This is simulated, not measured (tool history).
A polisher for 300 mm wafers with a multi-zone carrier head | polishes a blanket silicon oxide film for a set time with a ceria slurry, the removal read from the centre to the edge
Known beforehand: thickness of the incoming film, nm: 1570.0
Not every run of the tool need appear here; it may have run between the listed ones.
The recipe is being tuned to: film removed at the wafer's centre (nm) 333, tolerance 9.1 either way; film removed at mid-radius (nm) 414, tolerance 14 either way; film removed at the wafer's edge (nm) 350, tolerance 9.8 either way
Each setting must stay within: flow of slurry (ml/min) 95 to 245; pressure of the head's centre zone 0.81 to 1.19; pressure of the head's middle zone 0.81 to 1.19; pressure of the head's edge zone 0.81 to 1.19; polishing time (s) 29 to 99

run	hour	flow of slurry (ml/min)	pressure of the head's centre zone	pressure of the head's middle zone	pressure of the head's edge zone	polishing time (s)	film removed at the wafer's centre (nm)	film removed at mid-radius (nm)	film removed at the wafer's edge (nm)
1	0	155	1	1	1	64	426.32	419.25	429.77
2	2.4	135	1	1	1	64	404.95	407.76	415.43
3	11.2	125	0.98	1.03	0.95	63	372.48	398.89	391.29
4	12.9	145	0.98	1.03	0.95	63	401.59	422.25	402.51
5	20.2	130	0.97	1.05	0.92	63	373.26	413.99	388.39
6	24.9	150	0.97	1.05	0.92	63	398.67	431.37	400.8
7	30.5	135	0.96	1.07	0.89	63	375.79	418.26	394.28
8	38.7	135	0.96	1.11	0.87	61	368.79	429.02	374.02
9	44.4	135	0.96	1.11	0.87	61	367.9	419.65	377.28
10	46.6	135	0.96	1.11	0.87	61	362.78	428.96	371.52
11	55.1	125	0.96	1.12	0.86	61	355.22	425.55	362.05
12	59.3	120	0.96	1.12	0.86	61	347.18	410.54	364.18
13	62.6	120	0.96	1.13	0.85	61	345.96	421.61	360.51

Which one of the following 5 next-run settings gets every result inside its allowed miss? There is exactly one.
A	65.9	120	1.01	1.19	0.85	59	?	?	?
B	65.9	110	0.98	1.09	0.85	65	?	?	?
C	65.9	95	0.93	1.13	0.88	65	?	?	?
D	65.9	120	0.95	1.18	0.86	59	?	?	?
E	65.9	115	0.98	1.12	0.88	64	?	?	?

move	film removed at the wafer's centre (nm)	film removed at mid-radius (nm)	film removed at the wafer's edge (nm)
A	355.26	412.21	345.32
B	362.36	405.07	371.79
C	314.14	387.51	359.78
D	333.97	409.34	346.89
E	365.57	416.62	375.47
A: lands further from the targets than the last run did
B: lands further from the targets than the last run did
C: moves the result that the last run missed by most past its target, out the other side
D: each result inside its tolerance
E: lands further from the targets than the last run did
Go with D: it meets all targets.

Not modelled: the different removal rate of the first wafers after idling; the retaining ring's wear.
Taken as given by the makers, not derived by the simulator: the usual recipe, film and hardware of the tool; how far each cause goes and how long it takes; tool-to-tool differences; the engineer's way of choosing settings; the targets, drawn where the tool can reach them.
